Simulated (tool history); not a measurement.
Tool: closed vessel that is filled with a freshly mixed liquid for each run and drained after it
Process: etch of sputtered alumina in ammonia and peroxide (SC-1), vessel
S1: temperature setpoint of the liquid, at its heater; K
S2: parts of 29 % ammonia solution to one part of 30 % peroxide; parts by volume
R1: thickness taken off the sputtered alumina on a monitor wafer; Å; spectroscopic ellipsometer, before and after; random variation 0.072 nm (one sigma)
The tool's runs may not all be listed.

run 1 hour=0 | S1=334.15 S2=0.4 time_in_the_liquid_(s)=245 | R1=237.74
run 2 hour=1.7 | S1=328.65 S2=0.4 time_in_the_liquid_(s)=245 | R1=178.32
run 3 hour=6.5 | S1=328.65 S2=0.25 time_in_the_liquid_(s)=245 | R1=172.9
run 4 hour=15.9 | S1=327.15 S2=0.25 time_in_the_liquid_(s)=245 | R1=157.48
run 5 hour=18.3 | S1=326.15 S2=0.25 time_in_the_liquid_(s)=245 | R1=149.57
run 6 hour=22.8 | S1=325.65 S2=0.25 time_in_the_liquid_(s)=245 | R1=145.15

The next listed run, before its measurement:
run 7 hour=30 | S1=325.15 S2=0.25 time_in_the_liquid_(s)=245 | R1=?

Run 7 gave R1 141.47 Å.
